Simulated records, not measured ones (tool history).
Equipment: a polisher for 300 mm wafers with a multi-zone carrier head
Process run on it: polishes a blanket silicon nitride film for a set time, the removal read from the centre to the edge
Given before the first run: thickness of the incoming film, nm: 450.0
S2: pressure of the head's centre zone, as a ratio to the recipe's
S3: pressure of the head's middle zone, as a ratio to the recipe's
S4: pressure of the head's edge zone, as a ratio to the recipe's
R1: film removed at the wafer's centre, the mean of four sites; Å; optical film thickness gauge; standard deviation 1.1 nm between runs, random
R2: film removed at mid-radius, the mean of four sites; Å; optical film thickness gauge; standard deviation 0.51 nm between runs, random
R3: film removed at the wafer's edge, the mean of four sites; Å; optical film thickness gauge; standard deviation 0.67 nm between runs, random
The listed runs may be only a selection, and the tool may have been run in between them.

{"run": 1, "day": 0.0, "flow of slurry (ml/min)": 265, "S2": 1, "S3": 1, "S4": 1, "polishing time (s)": 82, "R1": 1512.3, "R2": 1537.5, "R3": 1583.8}
{"run": 2, "day": 0.154, "flow of slurry (ml/min)": 260, "S2": 1, "S3": 0.98, "S4": 0.96, "polishing time (s)": 70, "R1": 1288.7, "R2": 1274.2, "R3": 1300.3}
{"run": 3, "day": 0.238, "flow of slurry (ml/min)": 260, "S2": 1, "S3": 0.95, "S4": 0.96, "polishing time (s)": 70, "R1": 1298, "R2": 1239, "R3": 1311.6}
{"run": 4, "day": 0.571, "flow of slurry (ml/min)": 255, "S2": 0.99, "S3": 0.94, "S4": 0.92, "polishing time (s)": 63, "R1": 1136.2, "R2": 1105.9, "R3": 1143.3}
{"run": 5, "day": 0.733, "flow of slurry (ml/min)": 250, "S2": 0.99, "S3": 0.92, "S4": 0.89, "polishing time (s)": 59, "R1": 1039.9, "R2": 1023.6, "R3": 1057.4}
{"run": 6, "day": 0.962, "flow of slurry (ml/min)": 245, "S2": 1, "S3": 0.91, "S4": 0.87, "polishing time (s)": 56, "R1": 1015.1, "R2": 942.42, "R3": 989.01}
{"run": 7, "day": 1.204, "flow of slurry (ml/min)": 240, "S2": 1, "S3": 0.91, "S4": 0.85, "polishing time (s)": 54, "R1": 967.05, "R2": 916.5, "R3": 948.66}

Predict the results of run 8:
{"run": 8, "day": 1.371, "flow of slurry (ml/min)": 215, "S2": 1.03, "S3": 0.9, "S4": 0.81, "polishing time (s)": 46, "R1": "?", "R2": "?", "R3": "?"}

R1: 828.56 Å
R2: 762.54 Å
R3: 776.4 Å
